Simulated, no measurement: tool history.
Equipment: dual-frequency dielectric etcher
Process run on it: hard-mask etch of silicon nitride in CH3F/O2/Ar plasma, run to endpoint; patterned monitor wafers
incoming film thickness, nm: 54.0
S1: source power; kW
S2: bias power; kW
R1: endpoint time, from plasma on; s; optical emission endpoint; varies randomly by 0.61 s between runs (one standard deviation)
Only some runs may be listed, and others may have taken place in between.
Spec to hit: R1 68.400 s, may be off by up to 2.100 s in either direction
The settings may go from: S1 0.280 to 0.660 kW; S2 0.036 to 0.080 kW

| run | hour | S1 | S2 | R1 |
|---|---|---|---|---|
| 1 | 0.0 | 0.470 | 0.058 | 79.674 |
| 2 | 4.8 | 0.500 | 0.060 | 77.839 |
| 3 | 12.6 | 0.500 | 0.054 | 80.644 |
| 4 | 18.3 | 0.530 | 0.057 | 76.753 |
| 5 | 25.2 | 0.530 | 0.054 | 77.516 |
| 6 | 28.2 | 0.500 | 0.054 | 79.944 |
| 7 | 35.1 | 0.530 | 0.056 | 77.659 |
| 8 | 43.0 | 0.560 | 0.058 | 75.150 |
| 9 | 48.3 | 0.580 | 0.060 | 72.496 |

Below are 4 possible settings for the next run. Only one of them brings all results inside the allowed miss of their targets. Which is it?
| A | 53.6 | 0.650 | 0.065 | ? |
| B | 53.6 | 0.530 | 0.053 | ? |
| C | 53.6 | 0.600 | 0.062 | ? |
| D | 53.6 | 0.570 | 0.062 | ? |

| move | R1 |
|---|---|
| A | 68.632 |
| B | 78.836 |
| C | 71.825 |
| D | 73.328 |
A: all results in spec
B: its largest miss is bigger than the last run's
C: gains on the last run, yet a result remains outside its allowed miss
D: its largest miss is bigger than the last run's
The right move is A.
